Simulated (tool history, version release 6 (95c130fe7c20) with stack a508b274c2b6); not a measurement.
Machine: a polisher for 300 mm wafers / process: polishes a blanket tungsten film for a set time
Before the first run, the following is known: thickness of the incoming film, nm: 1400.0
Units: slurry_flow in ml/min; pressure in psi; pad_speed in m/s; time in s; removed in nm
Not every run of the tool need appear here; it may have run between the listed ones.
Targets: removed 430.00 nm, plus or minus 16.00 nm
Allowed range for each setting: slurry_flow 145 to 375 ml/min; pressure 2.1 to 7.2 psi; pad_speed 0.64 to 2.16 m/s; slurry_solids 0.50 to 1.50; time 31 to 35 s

Run 1, day 0.000: slurry_flow 240 ml/min, pressure 4.6 psi, pad_speed 1.40 m/s, slurry_solids 1.00, time 35 s. Result: removed 259.59 nm.
Run 2, day 0.279: slurry_flow 240 ml/min, pressure 4.6 psi, pad_speed 1.40 m/s, slurry_solids 1.00, time 31 s. Result: removed 234.20 nm.
Run 3, day 0.462: slurry_flow 240 ml/min, pressure 4.9 psi, pad_speed 1.40 m/s, slurry_solids 1.00, time 31 s. Result: removed 248.64 nm.
Run 4, day 0.533: slurry_flow 240 ml/min, pressure 4.9 psi, pad_speed 1.40 m/s, slurry_solids 1.00, time 31 s. Result: removed 248.69 nm.
Run 5, day 0.671: slurry_flow 240 ml/min, pressure 5.2 psi, pad_speed 1.42 m/s, slurry_solids 1.00, time 31 s. Result: removed 260.34 nm.
Run 6, day 0.858: slurry_flow 240 ml/min, pressure 5.2 psi, pad_speed 1.42 m/s, slurry_solids 1.10, time 31 s. Result: removed 265.91 nm.
Run 7, day 0.954: slurry_flow 245 ml/min, pressure 6.5 psi, pad_speed 1.50 m/s, slurry_solids 1.10, time 31 s. Result: removed 363.71 nm.
Run 8, day 1.238: slurry_flow 245 ml/min, pressure 6.6 psi, pad_speed 1.50 m/s, slurry_solids 1.10, time 31 s. Result: removed 357.30 nm.
Run 9, day 1.492: slurry_flow 245 ml/min, pressure 6.7 psi, pad_speed 1.52 m/s, slurry_solids 1.10, time 31 s. Result: removed 376.03 nm.
Run 10, day 1.633: slurry_flow 245 ml/min, pressure 6.8 psi, pad_speed 1.52 m/s, slurry_solids 1.10, time 31 s. Result: removed 377.97 nm.
Run 11, day 1.762: slurry_flow 245 ml/min, pressure 6.8 psi, pad_speed 1.54 m/s, slurry_solids 1.10, time 31 s. Result: removed 380.65 nm.
Run 12, day 1.904: slurry_flow 250 ml/min, pressure 7.0 psi, pad_speed 1.58 m/s, slurry_solids 1.10, time 31 s. Result: removed 405.76 nm.

Pick the move, out of 4, that brings all results within their allowed miss; only one does.
Run A, day 2.046: slurry_flow 240 ml/min, pressure 6.4 psi, pad_speed 1.60 m/s, slurry_solids 1.20, time 33 s. Result: removed ?.
Run B, day 2.046: slurry_flow 160 ml/min, pressure 6.3 psi, pad_speed 1.74 m/s, slurry_solids 1.00, time 35 s. Result: removed ?.
Run C, day 2.046: slurry_flow 180 ml/min, pressure 7.1 psi, pad_speed 1.52 m/s, slurry_solids 1.15, time 32 s. Result: removed ?.
Run D, day 2.046: slurry_flow 250 ml/min, pressure 6.4 psi, pad_speed 1.56 m/s, slurry_solids 1.30, time 31 s. Result: removed ?.

move  removed
   A   408.35
   B   432.53
   C   405.04
   D   382.09
A: nearer the targets than the last run, but a result is still out of spec
B: all results in spec
C: just as far off the targets as the last run
D: misses by more than the last run did
Answer: B
